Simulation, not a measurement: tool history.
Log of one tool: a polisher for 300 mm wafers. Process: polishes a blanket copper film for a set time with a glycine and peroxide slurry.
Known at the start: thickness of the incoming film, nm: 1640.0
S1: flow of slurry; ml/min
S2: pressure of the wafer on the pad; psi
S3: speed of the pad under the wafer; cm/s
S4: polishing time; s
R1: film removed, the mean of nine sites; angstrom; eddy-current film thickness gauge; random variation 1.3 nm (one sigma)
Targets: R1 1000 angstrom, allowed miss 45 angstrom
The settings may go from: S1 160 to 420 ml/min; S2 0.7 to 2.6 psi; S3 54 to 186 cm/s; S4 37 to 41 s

run,hour,S1,S2,S3,S4,R1
1,0,270,1.6,118,41,1798.3
2,5.9,270,1.4,112,41,1592.2
3,13.6,270,1.4,112,37,1436.9
4,22.4,270,1.3,110,37,1345.3
5,28.4,270,1.3,110,41,1520.7
6,36.6,270,1.3,110,37,1351.5
7,42.7,270,1.2,110,37,1283
8,43.7,270,1.1,110,37,1220.8
9,49.6,270,1,110,37,1136.6
10,56,270,0.9,110,37,1056.3

4 next moves are on the table. One of them brings every result within its allowed miss. Which?
A,62.4,315,0.8,104,41,?
B,62.4,235,0.7,150,40,?
C,62.4,305,0.8,106,37,?
D,62.4,280,0.8,126,38,?

move,R1
A,1100.6
B,1155
C,999.1
D,1105.8
A: further off than the last run
B: further off than the last run
C: meets every target
D: further off than the last run
Move C is the one to make.
